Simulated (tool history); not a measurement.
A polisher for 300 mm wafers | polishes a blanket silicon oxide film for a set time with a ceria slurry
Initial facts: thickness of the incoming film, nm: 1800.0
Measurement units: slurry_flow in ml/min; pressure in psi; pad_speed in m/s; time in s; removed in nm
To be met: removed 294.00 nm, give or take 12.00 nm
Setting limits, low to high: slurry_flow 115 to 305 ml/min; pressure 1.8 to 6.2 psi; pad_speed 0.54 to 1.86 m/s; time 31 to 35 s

| run | hour | slurry_flow | pressure | pad_speed | time | removed |
|---|---|---|---|---|---|---|
| 1 | 0.0 | 195 | 4.0 | 1.18 | 35 | 241.22 |
| 2 | 9.0 | 195 | 4.0 | 1.18 | 31 | 209.78 |
| 3 | 11.1 | 195 | 4.0 | 1.30 | 31 | 222.56 |
| 4 | 16.7 | 195 | 3.5 | 1.30 | 31 | 200.39 |
| 5 | 24.0 | 195 | 3.5 | 1.40 | 31 | 211.14 |
| 6 | 28.6 | 195 | 4.5 | 1.40 | 31 | 269.92 |
| 7 | 35.6 | 195 | 4.6 | 1.40 | 31 | 275.79 |
| 8 | 41.7 | 195 | 4.7 | 1.40 | 31 | 277.00 |

Exactly one of the 4 candidate moves below puts every result within its allowed miss. Which one?
| A | 47.8 | 165 | 4.6 | 1.36 | 32 | ? |
| B | 47.8 | 205 | 5.4 | 1.22 | 35 | ? |
| C | 47.8 | 120 | 4.1 | 1.56 | 32 | ? |
| D | 47.8 | 250 | 4.4 | 1.48 | 33 | ? |

| move | removed |
|---|---|
| A | 269.22 |
| B | 326.22 |
| C | 256.88 |
| D | 292.51 |
A: the biggest miss grows against the last run
B: moves the result that the last run missed by most past its target, out the other side
C: the biggest miss grows against the last run
D: hits every target within its allowed miss
Go with D: it meets all targets.

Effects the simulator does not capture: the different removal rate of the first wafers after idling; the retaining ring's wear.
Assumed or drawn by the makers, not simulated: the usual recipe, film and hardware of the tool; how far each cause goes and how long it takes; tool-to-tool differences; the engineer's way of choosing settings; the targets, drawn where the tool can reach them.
